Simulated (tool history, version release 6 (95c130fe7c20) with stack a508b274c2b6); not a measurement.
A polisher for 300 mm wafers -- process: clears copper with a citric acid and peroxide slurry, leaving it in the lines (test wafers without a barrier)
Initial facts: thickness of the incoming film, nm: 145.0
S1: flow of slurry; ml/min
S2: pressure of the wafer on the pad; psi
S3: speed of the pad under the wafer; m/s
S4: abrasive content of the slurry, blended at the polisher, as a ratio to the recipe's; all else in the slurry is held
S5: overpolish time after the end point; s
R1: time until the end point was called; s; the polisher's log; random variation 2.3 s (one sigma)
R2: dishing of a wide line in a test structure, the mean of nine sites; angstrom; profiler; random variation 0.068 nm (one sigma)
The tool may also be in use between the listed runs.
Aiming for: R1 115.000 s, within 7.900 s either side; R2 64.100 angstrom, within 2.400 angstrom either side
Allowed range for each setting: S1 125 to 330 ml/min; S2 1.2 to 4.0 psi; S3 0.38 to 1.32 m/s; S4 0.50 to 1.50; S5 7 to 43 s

{"run": 1, "hour": 0.0, "S1": 210, "S2": 2.6, "S3": 0.84, "S4": 1.0, "S5": 22, "R1": 95.594, "R2": 186.45}
{"run": 2, "hour": 2.2, "S1": 205, "S2": 2.3, "S3": 0.82, "S4": 0.95, "S5": 18, "R1": 107.38, "R2": 145.85}
{"run": 3, "hour": 5.4, "S1": 230, "S2": 2.3, "S3": 0.82, "S4": 0.95, "S5": 18, "R1": 114.57, "R2": 147.72}
{"run": 4, "hour": 6.3, "S1": 205, "S2": 2.1, "S3": 0.82, "S4": 0.85, "S5": 15, "R1": 123.54, "R2": 115.73}
{"run": 5, "hour": 12.2, "S1": 185, "S2": 1.9, "S3": 0.9, "S4": 0.75, "S5": 13, "R1": 131.03, "R2": 96.178}
{"run": 6, "hour": 15.0, "S1": 185, "S2": 1.9, "S3": 1.12, "S4": 0.75, "S5": 13, "R1": 103.43, "R2": 116.5}
{"run": 7, "hour": 22.7, "S1": 170, "S2": 1.8, "S3": 1.14, "S4": 0.7, "S5": 11, "R1": 113.15, "R2": 95.974}
{"run": 8, "hour": 25.2, "S1": 160, "S2": 1.7, "S3": 1.18, "S4": 0.65, "S5": 10, "R1": 118.31, "R2": 85.618}
{"run": 9, "hour": 30.6, "S1": 150, "S2": 1.7, "S3": 1.22, "S4": 0.6, "S5": 9, "R1": 118.58, "R2": 78.569}
{"run": 10, "hour": 32.6, "S1": 145, "S2": 1.7, "S3": 1.24, "S4": 0.55, "S5": 8, "R1": 117.12, "R2": 68.317}
{"run": 11, "hour": 40.2, "S1": 135, "S2": 1.7, "S3": 1.26, "S4": 0.5, "S5": 7, "R1": 119.61, "R2": 59.283}
{"run": 12, "hour": 45.7, "S1": 135, "S2": 1.7, "S3": 1.26, "S4": 0.5, "S5": 7, "R1": 120.2, "R2": 59.361}

Below are 4 possible settings for the next run. Only one of them brings all results inside the allowed miss of their targets. Which is it?
{"run": "A", "hour": 51.2, "S1": 175, "S2": 1.5, "S3": 1.28, "S4": 0.5, "S5": 7, "R1": "?", "R2": "?"}
{"run": "B", "hour": 51.2, "S1": 175, "S2": 1.4, "S3": 1.26, "S4": 0.65, "S5": 7, "R1": "?", "R2": "?"}
{"run": "C", "hour": 51.2, "S1": 125, "S2": 1.8, "S3": 1.3, "S4": 0.5, "S5": 7, "R1": "?", "R2": "?"}
{"run": "D", "hour": 51.2, "S1": 150, "S2": 1.5, "S3": 1.24, "S4": 0.5, "S5": 7, "R1": "?", "R2": "?"}

move=A R1=127.170 R2=57.924
move=B R1=131.830 R2=56.014
move=C R1=112.750 R2=64.730
move=D R1=134.960 R2=54.870
A: misses by more than the last run did
B: misses by more than the last run did
C: all results in spec
D: misses by more than the last run did
The move that meets every target is C.

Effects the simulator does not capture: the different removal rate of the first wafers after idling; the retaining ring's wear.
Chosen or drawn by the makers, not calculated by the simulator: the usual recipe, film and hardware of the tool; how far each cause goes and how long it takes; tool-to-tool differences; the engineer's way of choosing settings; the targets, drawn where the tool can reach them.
